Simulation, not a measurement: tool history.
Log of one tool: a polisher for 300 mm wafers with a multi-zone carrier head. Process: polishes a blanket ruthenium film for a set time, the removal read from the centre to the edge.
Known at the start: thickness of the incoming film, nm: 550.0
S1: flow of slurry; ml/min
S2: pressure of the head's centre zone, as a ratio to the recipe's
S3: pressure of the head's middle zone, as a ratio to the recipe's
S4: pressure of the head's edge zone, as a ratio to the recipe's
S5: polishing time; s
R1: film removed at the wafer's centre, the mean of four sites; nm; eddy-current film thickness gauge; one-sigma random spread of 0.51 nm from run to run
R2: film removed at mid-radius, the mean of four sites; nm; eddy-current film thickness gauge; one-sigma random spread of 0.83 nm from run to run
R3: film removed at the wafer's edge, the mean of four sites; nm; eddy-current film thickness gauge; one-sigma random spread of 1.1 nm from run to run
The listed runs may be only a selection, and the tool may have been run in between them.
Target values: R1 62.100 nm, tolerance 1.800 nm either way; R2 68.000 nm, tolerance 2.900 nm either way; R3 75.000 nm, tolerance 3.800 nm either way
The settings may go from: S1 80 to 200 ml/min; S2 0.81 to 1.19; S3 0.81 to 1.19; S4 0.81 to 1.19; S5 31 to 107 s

run	hour	S1	S2	S3	S4	S5	R1	R2	R3
1	0.0	130	1.00	1.00	1.00	69	85.975	85.370	86.694
2	5.8	130	0.91	1.00	1.00	69	77.089	86.457	83.272
3	7.7	130	0.91	1.00	1.00	84	93.432	104.410	100.300
4	14.2	125	0.90	0.98	1.00	81	88.797	97.944	98.566
5	15.7	120	0.89	0.97	0.99	78	83.489	91.974	94.019
6	21.1	120	0.88	0.96	0.98	76	79.180	92.357	89.645
7	27.3	85	0.89	0.86	1.08	61	59.341	60.131	71.903
8	34.1	90	0.89	0.87	1.08	61	59.252	60.371	71.520
9	40.0	95	0.89	0.88	1.08	61	61.372	62.564	72.324
10	41.7	95	0.89	0.89	1.08	61	61.640	62.211	71.843
11	42.5	95	0.88	0.89	1.08	62	61.231	64.051	73.348

4 candidate next runs follow, results not yet known. Just one meets every target within its allowed miss. Identify it.
A	43.3	90	0.93	0.95	1.01	56	?	?	?
B	43.3	90	0.89	0.85	1.07	64	?	?	?
C	43.3	90	0.84	0.87	1.00	67	?	?	?
D	43.3	120	0.97	0.85	1.19	57	?	?	?

move	R1	R2	R3
A	57.290	61.661	65.607
B	62.591	64.267	77.242
C	61.821	68.605	78.201
D	66.550	61.885	76.626
A: its largest miss is bigger than the last run's
B: nearer the targets than the last run, but a result is still out of spec
C: every result lands within tolerance
D: its largest miss is bigger than the last run's
The move that meets every target is C.

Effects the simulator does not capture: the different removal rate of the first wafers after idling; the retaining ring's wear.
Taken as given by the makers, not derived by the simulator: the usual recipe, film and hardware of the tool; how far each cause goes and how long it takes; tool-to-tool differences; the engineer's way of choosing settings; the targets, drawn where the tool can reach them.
